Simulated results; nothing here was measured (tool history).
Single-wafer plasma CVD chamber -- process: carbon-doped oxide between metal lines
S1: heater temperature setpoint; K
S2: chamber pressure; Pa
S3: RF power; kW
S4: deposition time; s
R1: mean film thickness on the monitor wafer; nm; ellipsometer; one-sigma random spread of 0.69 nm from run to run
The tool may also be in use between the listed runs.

run    day      S1   S2     S3    S4      R1
  1      0  618.15  544  0.485  25.5  132.85
  2    0.2  618.15  544  0.445  25.5  124.73
  3  0.512  611.15  544  0.445  25.5  126.99
  4  0.671  606.15  544  0.445  25.5   130.1
  5    0.9  606.15  544  0.445  25.5  129.65
  6  1.217  596.15  544  0.445  25.5  136.31

The next listed run, before its measurement:
  7  1.4  596.15  557  0.46  25.5   ?

{"run 7": {"R1": 141.02}}
